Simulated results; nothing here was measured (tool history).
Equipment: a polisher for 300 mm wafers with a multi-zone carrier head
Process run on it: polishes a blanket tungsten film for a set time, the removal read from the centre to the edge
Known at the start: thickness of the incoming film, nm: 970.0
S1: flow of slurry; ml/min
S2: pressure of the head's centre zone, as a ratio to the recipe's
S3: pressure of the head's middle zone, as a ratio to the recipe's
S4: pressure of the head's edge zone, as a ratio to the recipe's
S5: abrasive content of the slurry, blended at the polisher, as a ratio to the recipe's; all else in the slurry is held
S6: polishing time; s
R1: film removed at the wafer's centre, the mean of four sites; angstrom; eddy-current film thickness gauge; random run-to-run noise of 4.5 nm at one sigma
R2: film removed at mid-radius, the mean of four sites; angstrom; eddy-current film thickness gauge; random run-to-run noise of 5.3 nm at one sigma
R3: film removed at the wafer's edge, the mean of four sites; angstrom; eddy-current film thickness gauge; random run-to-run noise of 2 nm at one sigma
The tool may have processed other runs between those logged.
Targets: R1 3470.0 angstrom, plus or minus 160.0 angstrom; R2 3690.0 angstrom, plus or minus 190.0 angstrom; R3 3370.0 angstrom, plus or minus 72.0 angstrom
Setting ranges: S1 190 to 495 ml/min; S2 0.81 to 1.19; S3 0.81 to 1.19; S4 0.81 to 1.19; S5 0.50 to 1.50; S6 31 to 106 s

run  hour   S1    S2    S3    S4    S5  S6      R1      R2      R3
  1   0.0  320  1.00  1.00  1.00  1.00  68  2852.2  2757.8  2965.7
  2   5.0  320  1.08  1.00  1.00  1.00  68  3078.9  2861.7  2980.0
  3  13.6  325  1.10  1.05  1.03  1.05  68  3152.7  3015.4  3005.5
  4  20.5  325  1.10  1.05  0.98  1.05  68  3095.9  2982.4  2956.3
  5  27.7  280  1.10  1.05  0.98  1.05  68  3101.9  2883.9  2933.7
  6  31.2  280  1.10  1.05  0.98  1.25  68  3185.9  2982.5  3001.2
  7  38.8  300  1.10  1.08  1.02  1.30  68  3213.7  3070.0  3069.9
  8  43.2  325  1.10  1.11  1.04  1.35  69  3378.2  3221.8  3174.9
     45.8  -- edge zone pressure recalibrated
  9  45.8  325  1.10  1.11  1.04  1.35  69  3323.9  3261.4  3085.6
 10  46.9  325  1.09  1.12  1.06  1.40  70  3369.0  3312.6  3182.3

Below are 5 possible settings for the next run. Only one of them brings all results inside the allowed miss of their targets. Which is it?
  A  48.0  315  0.94  1.18  1.06  1.25  76   ?   ?   ?
  B  48.0  310  1.01  1.11  1.07  1.45  78   ?   ?   ?
  C  48.0  305  1.09  1.19  1.12  1.30  74   ?   ?   ?
  D  48.0  250  0.95  1.19  1.11  1.35  78   ?   ?   ?
  E  48.0  355  0.89  1.19  1.05  1.45  78   ?   ?   ?

move      R1      R2      R3
   A  3084.4  3664.7  3419.3
   B  3461.0  3681.9  3609.2
   C  3461.6  3597.0  3435.0
   D  3141.0  3727.3  3561.5
   E  3119.4  3920.7  3608.2
A: meets the target for the result that was furthest off, but another lies outside its allowed miss
B: the result that was furthest off in the last run now lies on the other side of its target
C: all results in spec
D: the result that was furthest off in the last run now lies on the other side of its target
E: the result that was furthest off in the last run now lies on the other side of its target
Move C is the one to make.
